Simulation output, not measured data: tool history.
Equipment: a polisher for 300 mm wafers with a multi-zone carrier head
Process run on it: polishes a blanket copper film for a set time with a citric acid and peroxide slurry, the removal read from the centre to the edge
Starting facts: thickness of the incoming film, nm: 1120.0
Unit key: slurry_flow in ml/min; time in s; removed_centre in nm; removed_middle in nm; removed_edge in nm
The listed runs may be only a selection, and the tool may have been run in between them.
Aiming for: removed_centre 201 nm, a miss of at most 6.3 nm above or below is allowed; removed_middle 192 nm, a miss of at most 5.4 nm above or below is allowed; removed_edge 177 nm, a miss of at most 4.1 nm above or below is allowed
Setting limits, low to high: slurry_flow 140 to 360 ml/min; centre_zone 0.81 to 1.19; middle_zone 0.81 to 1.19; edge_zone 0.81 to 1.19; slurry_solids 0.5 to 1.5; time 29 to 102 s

run,hour,slurry_flow,centre_zone,middle_zone,edge_zone,slurry_solids,time,removed_centre,removed_middle,removed_edge
1,0,230,1,1,1,1,65,251.15,249.66,254.65
2,6.6,230,1.01,1,0.98,0.95,64,249.79,243.72,246.56
3,8.3,230,1.01,1,0.94,0.95,64,251.07,242.67,240.46
4,12.4,230,1.01,1,0.93,0.9,63,240.71,237.79,236.56
5,15.6,230,1.01,1,0.93,0.9,75,289.58,282.83,279.38
6,23.3,230,1.02,1,0.92,0.85,72,277.05,267.77,261.78
7,30.1,230,1.02,1,0.91,0.8,70,267.76,256.07,250.25
8,35.9,230,1.02,1,0.91,0.8,70,263.52,256.21,251.12

Below are 5 possible settings for the next run. Only one of them brings all results inside the allowed miss of their targets. Which is it?
A,41.7,245,0.97,1.02,0.92,0.8,51,?,?,?
B,41.7,240,1.07,1.17,0.81,0.55,54,?,?,?
C,41.7,270,1.06,1.04,0.88,0.8,50,?,?,?
D,41.7,290,1.12,0.89,0.87,0.8,51,?,?,?
E,41.7,190,1.09,0.92,0.87,0.8,55,?,?,?

move,removed_centre,removed_middle,removed_edge
A,183.63,191.94,185.05
B,198.41,209.83,170.71
C,199.48,193.33,179.31
D,216.74,175.6,183.39
E,213.32,183.45,189.32
A: better than the last run, though not everything is in spec
B: carries the result that was furthest off beyond its target, to the other side
C: each result inside its tolerance
D: better than the last run, though not everything is in spec
E: better than the last run, though not everything is in spec
C is the move that brings every result within its allowed miss.
